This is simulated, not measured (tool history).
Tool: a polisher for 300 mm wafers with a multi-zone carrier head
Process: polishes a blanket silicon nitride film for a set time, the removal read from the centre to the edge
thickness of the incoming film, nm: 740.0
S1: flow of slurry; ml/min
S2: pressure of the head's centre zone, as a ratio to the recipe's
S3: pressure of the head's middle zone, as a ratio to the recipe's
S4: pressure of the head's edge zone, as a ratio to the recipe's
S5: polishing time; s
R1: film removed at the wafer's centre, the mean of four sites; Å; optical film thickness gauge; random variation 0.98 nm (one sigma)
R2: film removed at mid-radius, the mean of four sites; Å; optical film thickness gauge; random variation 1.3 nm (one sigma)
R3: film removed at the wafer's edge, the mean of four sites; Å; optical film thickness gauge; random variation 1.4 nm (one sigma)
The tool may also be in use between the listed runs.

| run | hour | S1 | S2 | S3 | S4 | S5 | R1 | R2 | R3 |
|---|---|---|---|---|---|---|---|---|---|
| 1 | 0 | 125 | 1 | 1 | 1 | 84 | 1215.5 | 1081.4 | 1070.9 |
| 2 | 4.4 | 125 | 1 | 1 | 1 | 69 | 1005.1 | 882.56 | 863.44 |
| 3 | 8.2 | 125 | 1 | 1 | 0.93 | 69 | 1007.8 | 896.49 | 853.95 |
| 4 | 14.4 | 125 | 0.92 | 1 | 0.93 | 69 | 909.12 | 898.64 | 845.53 |
| 5 | 21.7 | 130 | 0.93 | 1.02 | 0.97 | 75 | 1014.7 | 998.37 | 962.71 |
| 6 | 23.1 | 145 | 0.94 | 1.06 | 0.99 | 76 | 1089.4 | 1082.1 | 999.17 |
| 7 | 26.7 | 155 | 0.94 | 1.08 | 1.03 | 78 | 1106.3 | 1129.8 | 1067.3 |

Forecast run 8:
| 8 | 35.5 | 160 | 0.95 | 1.1 | 1.05 | 79 | ? | ? | ? |

{"run 8": {"R1": 1145, "R2": 1169.7, "R3": 1093.4}}
